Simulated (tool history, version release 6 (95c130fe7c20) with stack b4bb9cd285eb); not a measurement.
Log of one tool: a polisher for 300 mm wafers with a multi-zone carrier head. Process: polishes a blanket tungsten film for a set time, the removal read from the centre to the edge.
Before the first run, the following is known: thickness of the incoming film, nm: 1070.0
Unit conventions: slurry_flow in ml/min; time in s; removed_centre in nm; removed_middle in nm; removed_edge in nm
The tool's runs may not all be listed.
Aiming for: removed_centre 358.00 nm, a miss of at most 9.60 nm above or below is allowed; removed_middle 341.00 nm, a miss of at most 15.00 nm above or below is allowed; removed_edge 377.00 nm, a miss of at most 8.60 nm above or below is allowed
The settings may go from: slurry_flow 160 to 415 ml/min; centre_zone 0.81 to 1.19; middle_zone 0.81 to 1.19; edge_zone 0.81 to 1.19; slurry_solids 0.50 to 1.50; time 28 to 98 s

run,hour,slurry_flow,centre_zone,middle_zone,edge_zone,slurry_solids,time,removed_centre,removed_middle,removed_edge
1,0.0,265,1.00,1.00,1.00,1.00,63,305.30,319.96,314.79
2,6.1,280,1.02,0.99,1.05,1.05,63,313.59,315.93,328.49
3,11.5,280,1.02,0.99,1.05,1.05,78,394.58,389.20,411.57
4,20.4,315,1.02,0.99,1.05,1.05,78,398.32,397.89,408.42
5,24.2,310,1.00,0.95,1.03,1.00,78,390.40,379.63,402.66
6,27.1,310,1.00,1.03,1.03,1.00,78,388.36,404.14,397.40
7,33.1,305,0.99,0.99,1.02,0.95,78,374.81,381.24,393.94
8,39.0,240,1.00,0.90,0.95,0.90,78,359.70,345.07,365.35
9,45.9,240,1.00,0.90,0.96,0.90,78,360.18,348.54,367.08

5 candidate next runs follow, results not yet known. Just one meets every target within its allowed miss. Identify it.
A,52.8,305,1.16,0.81,1.11,0.85,74,?,?,?
B,52.8,295,1.10,0.81,1.04,1.00,73,?,?,?
C,52.8,250,0.89,0.81,1.01,0.80,86,?,?,?
D,52.8,215,1.02,0.89,1.02,1.05,75,?,?,?
E,52.8,265,1.10,0.81,1.04,0.80,79,?,?,?

move,removed_centre,removed_middle,removed_edge
A,383.53,310.41,375.70
B,380.59,319.91,374.98
C,356.81,346.74,402.24
D,360.01,341.85,374.91
E,380.92,320.59,376.88
A: brings the result that was furthest off to its target, and leaves another outside
B: brings the result that was furthest off to its target, and leaves another outside
C: takes the result that was furthest off past its target
D: each result inside its tolerance
E: brings the result that was furthest off to its target, and leaves another outside
D is the move that brings every result within its allowed miss.
